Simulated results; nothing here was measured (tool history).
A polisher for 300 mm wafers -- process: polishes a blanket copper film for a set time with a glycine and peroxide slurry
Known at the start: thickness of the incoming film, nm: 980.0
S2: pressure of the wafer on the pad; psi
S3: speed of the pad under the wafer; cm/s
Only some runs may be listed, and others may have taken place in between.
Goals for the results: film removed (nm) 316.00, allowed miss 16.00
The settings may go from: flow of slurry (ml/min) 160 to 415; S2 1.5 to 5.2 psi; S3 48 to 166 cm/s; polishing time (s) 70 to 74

Run 1, hour 0.0: flow of slurry (ml/min) 265, S2 3.3 psi, S3 106 cm/s, polishing time (s) 70. Result: film removed (nm) 442.64.
Run 2, hour 4.9: flow of slurry (ml/min) 265, S2 3.0 psi, S3 104 cm/s, polishing time (s) 70. Result: film removed (nm) 410.14.
Run 3, hour 11.7: flow of slurry (ml/min) 265, S2 2.7 psi, S3 102 cm/s, polishing time (s) 70. Result: film removed (nm) 376.74.
Run 4, hour 13.4: flow of slurry (ml/min) 265, S2 3.4 psi, S3 102 cm/s, polishing time (s) 70. Result: film removed (nm) 452.64.
Run 5, hour 16.0: flow of slurry (ml/min) 265, S2 3.4 psi, S3 102 cm/s, polishing time (s) 70. Result: film removed (nm) 441.82.
Run 6, hour 23.9: flow of slurry (ml/min) 265, S2 3.0 psi, S3 100 cm/s, polishing time (s) 70. Result: film removed (nm) 388.39.
Run 7, hour 31.7: flow of slurry (ml/min) 265, S2 2.8 psi, S3 100 cm/s, polishing time (s) 70. Result: film removed (nm) 373.80.
Run 8, hour 34.2: flow of slurry (ml/min) 265, S2 2.6 psi, S3 100 cm/s, polishing time (s) 70. Result: film removed (nm) 353.66.
Run 9, hour 40.6: flow of slurry (ml/min) 265, S2 2.5 psi, S3 100 cm/s, polishing time (s) 70. Result: film removed (nm) 345.43.

Pick the move, out of 5, that brings all results within their allowed miss; only one does.
Run A, hour 47.0: flow of slurry (ml/min) 355, S2 2.6 psi, S3 102 cm/s, polishing time (s) 74. Result: film removed (nm) ?.
Run B, hour 47.0: flow of slurry (ml/min) 160, S2 2.1 psi, S3 118 cm/s, polishing time (s) 74. Result: film removed (nm) ?.
Run C, hour 47.0: flow of slurry (ml/min) 305, S2 3.2 psi, S3 82 cm/s, polishing time (s) 70. Result: film removed (nm) ?.
Run D, hour 47.0: flow of slurry (ml/min) 355, S2 2.1 psi, S3 88 cm/s, polishing time (s) 70. Result: film removed (nm) ?.
Run E, hour 47.0: flow of slurry (ml/min) 325, S2 2.2 psi, S3 86 cm/s, polishing time (s) 71. Result: film removed (nm) ?.

move  film removed (nm)
   A             379.81
   B             316.00
   C             366.51
   D             277.12
   E             285.29
A: further off than the last run
B: in spec on every target
C: further off than the last run
D: moves the result that the last run missed by most past its target, out the other side
E: moves the result that the last run missed by most past its target, out the other side
Go with B: it meets all targets.
